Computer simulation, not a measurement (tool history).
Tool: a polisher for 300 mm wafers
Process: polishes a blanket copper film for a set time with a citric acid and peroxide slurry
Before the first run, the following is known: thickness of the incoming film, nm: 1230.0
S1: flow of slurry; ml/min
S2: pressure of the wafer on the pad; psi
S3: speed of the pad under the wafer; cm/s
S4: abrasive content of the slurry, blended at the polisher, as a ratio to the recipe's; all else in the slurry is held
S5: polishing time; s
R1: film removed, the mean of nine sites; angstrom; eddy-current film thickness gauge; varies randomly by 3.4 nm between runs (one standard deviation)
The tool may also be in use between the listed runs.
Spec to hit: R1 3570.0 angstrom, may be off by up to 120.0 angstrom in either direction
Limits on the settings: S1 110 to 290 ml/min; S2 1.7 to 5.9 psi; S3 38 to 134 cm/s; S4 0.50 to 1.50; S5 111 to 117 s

Run 1, day 0.000: S1 185 ml/min, S2 3.8 psi, S3 86 cm/s, S4 1.00, S5 111 s. Result: R1 2260.8 angstrom.
Run 2, day 0.154: S1 225 ml/min, S2 3.8 psi, S3 86 cm/s, S4 1.00, S5 111 s. Result: R1 2367.6 angstrom.
Run 3, day 0.312: S1 225 ml/min, S2 3.8 psi, S3 102 cm/s, S4 1.00, S5 111 s. Result: R1 2804.7 angstrom.
Run 4, day 0.367: S1 225 ml/min, S2 3.8 psi, S3 120 cm/s, S4 1.00, S5 111 s. Result: R1 3289.2 angstrom.
At day 0.608: slurry nozzle cleaned.
Run 5, day 0.608: S1 230 ml/min, S2 3.8 psi, S3 120 cm/s, S4 1.00, S5 111 s. Result: R1 3443.4 angstrom.
Run 6, day 0.762: S1 230 ml/min, S2 3.4 psi, S3 120 cm/s, S4 1.00, S5 111 s. Result: R1 3026.9 angstrom.
Run 7, day 1.012: S1 235 ml/min, S2 3.5 psi, S3 120 cm/s, S4 1.00, S5 111 s. Result: R1 3151.9 angstrom.
Run 8, day 1.138: S1 240 ml/min, S2 3.6 psi, S3 120 cm/s, S4 1.00, S5 111 s. Result: R1 3286.0 angstrom.
Run 9, day 1.225: S1 245 ml/min, S2 3.6 psi, S3 120 cm/s, S4 1.00, S5 111 s. Result: R1 3271.6 angstrom.
Run 10, day 1.408: S1 245 ml/min, S2 3.6 psi, S3 120 cm/s, S4 1.00, S5 111 s. Result: R1 3283.0 angstrom.
Run 11, day 1.467: S1 250 ml/min, S2 3.6 psi, S3 120 cm/s, S4 1.00, S5 111 s. Result: R1 3229.2 angstrom.
Run 12, day 1.796: S1 250 ml/min, S2 3.7 psi, S3 120 cm/s, S4 1.00, S5 111 s. Result: R1 3343.1 angstrom.
Run 13, day 2.104: S1 250 ml/min, S2 3.8 psi, S3 120 cm/s, S4 1.00, S5 111 s. Result: R1 3402.5 angstrom.
Run 14, day 2.454: S1 250 ml/min, S2 3.8 psi, S3 120 cm/s, S4 1.00, S5 111 s. Result: R1 3438.6 angstrom.

Which single option among these 5 for the next run brings every result within its allowed miss of target? Just one does.
Run A, day 2.804: S1 245 ml/min, S2 3.8 psi, S3 132 cm/s, S4 1.00, S5 117 s. Result: R1 ?.
Run B, day 2.804: S1 240 ml/min, S2 4.1 psi, S3 116 cm/s, S4 1.00, S5 117 s. Result: R1 ?.
Run C, day 2.804: S1 240 ml/min, S2 4.4 psi, S3 114 cm/s, S4 0.90, S5 113 s. Result: R1 ?.
Run D, day 2.804: S1 225 ml/min, S2 4.1 psi, S3 114 cm/s, S4 0.80, S5 117 s. Result: R1 ?.
Run E, day 2.804: S1 250 ml/min, S2 3.9 psi, S3 124 cm/s, S4 1.05, S5 115 s. Result: R1 ?.

move      R1
   A  3987.6
   B  3775.4
   C  3787.0
   D  3576.5
   E  3815.8
A: the result that was furthest off in the last run now lies on the other side of its target
B: the result that was furthest off in the last run now lies on the other side of its target
C: the result that was furthest off in the last run now lies on the other side of its target
D: hits every target within its allowed miss
E: the result that was furthest off in the last run now lies on the other side of its target
D is the move that brings every result within its allowed miss.
